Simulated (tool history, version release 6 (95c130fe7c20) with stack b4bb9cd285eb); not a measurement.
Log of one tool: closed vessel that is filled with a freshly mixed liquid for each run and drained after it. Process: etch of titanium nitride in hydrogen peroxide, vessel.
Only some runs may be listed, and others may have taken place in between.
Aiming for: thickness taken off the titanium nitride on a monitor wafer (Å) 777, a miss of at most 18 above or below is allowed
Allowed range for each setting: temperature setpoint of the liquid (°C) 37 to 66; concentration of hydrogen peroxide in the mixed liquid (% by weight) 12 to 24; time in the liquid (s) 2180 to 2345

run	hour	temperature setpoint of the liquid (°C)	concentration of hydrogen peroxide in the mixed liquid (% by weight)	time in the liquid (s)	thickness taken off the titanium nitride on a monitor wafer (Å)
1	0	53	16	2180	661.45
2	7.9	53	14.5	2180	649.83
3	15	47.5	14.5	2180	439.36
4	18.4	41	14.5	2180	266.75
5	23.7	37	14.5	2180	197.9
6	27	37	14.5	2180	197.34
7	29.8	43	14.5	2180	310.66
8	34.4	51	15	2180	570.8
9	42.6	52.5	15	2180	631.73
10	50.2	53.5	15	2180	679.69
11	59.1	54	15	2180	705.18
12	66.7	54.5	15	2180	729.1
13	69.5	55	15	2180	746.85

Exactly one of the 4 candidate moves below puts every result within its allowed miss. Which one?
A	72.3	54	16.5	2345	?
B	72.3	55	15	2345	?
C	72.3	55	16.5	2345	?
D	72.3	54.5	15	2180	?

move	thickness taken off the titanium nitride on a monitor wafer (Å)
A	768.37
B	807.88
C	824.29
D	725.15
A: all results in spec
B: the result that was furthest off in the last run now lies on the other side of its target
C: the result that was furthest off in the last run now lies on the other side of its target
D: the biggest miss grows against the last run
A is the move that brings every result within its allowed miss.
